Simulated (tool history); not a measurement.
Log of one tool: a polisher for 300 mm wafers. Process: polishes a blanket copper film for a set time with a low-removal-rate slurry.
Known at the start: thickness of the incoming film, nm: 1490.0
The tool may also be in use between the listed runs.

run,hour,flow of slurry (ml/min),pressure of the wafer on the pad (kPa),speed of the pad under the wafer (m/s),abrasive content of the slurry,polishing time (s),film removed (angstrom)
1,0,135,23.4,1.22,1,101,4749.3
2,1,135,26.2,1.24,1,101,5244.3
3,8,135,20.7,1.24,1,101,4178.3
4,10.5,135,14.5,1.24,1,101,2961.8
5,17.3,135,14.5,1.24,1,105,3114.2
6,19.7,135,19.3,1.26,1,105,4148.5
7,28.4,135,22.8,1.28,1,105,4863.2
8,31.8,135,25.5,1.3,1,105,5541.1
# hour 33.1: worn pad replaced by a new one
9,33.1,135,27.6,1.32,1,105,6359.5

The next listed run, before its measurement:
10,35.8,135,29,1.32,1,105,?

film removed (angstrom): 6716.1
